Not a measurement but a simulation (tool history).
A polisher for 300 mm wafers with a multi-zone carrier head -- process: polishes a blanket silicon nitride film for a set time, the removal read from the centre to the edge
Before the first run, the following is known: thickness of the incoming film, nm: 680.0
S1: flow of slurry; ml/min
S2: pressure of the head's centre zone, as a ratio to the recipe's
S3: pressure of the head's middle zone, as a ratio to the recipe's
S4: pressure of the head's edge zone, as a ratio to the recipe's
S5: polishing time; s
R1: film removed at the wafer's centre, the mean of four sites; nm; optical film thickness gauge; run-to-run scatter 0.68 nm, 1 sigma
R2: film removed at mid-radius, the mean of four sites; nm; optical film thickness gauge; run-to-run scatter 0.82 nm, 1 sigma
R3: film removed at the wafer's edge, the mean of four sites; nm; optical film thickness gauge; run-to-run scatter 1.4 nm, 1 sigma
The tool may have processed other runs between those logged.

run  hour   S1    S2    S3    S4  S5       R1      R2       R3
  1   0.0  190  1.00  1.00  1.00  44  109.250  108.05  104.730
  2   1.9  190  1.00  1.00  0.92  44  108.840  108.05  104.450
  3   2.8  160  1.00  1.00  0.92  44  105.330  105.74  104.550
  4  10.0  185  1.00  1.00  0.92  44  109.020  107.02  104.500
  5  12.7  185  0.95  1.05  0.92  43  101.710  109.27   98.989
  6  15.2  185  0.95  1.05  0.92  52  122.590  131.81  126.810
  7  21.1  180  0.90  1.07  0.92  49  107.990  126.39  116.860
  8  27.5  185  0.87  1.08  0.92  46   99.985  118.42  107.510

Run 9 comes next. What will it give?
  9  33.8  180  0.85  1.09  0.91  45   ?   ?   ?

R1: 96.277 nm
R2: 117.60 nm
R3: 107.680 nm
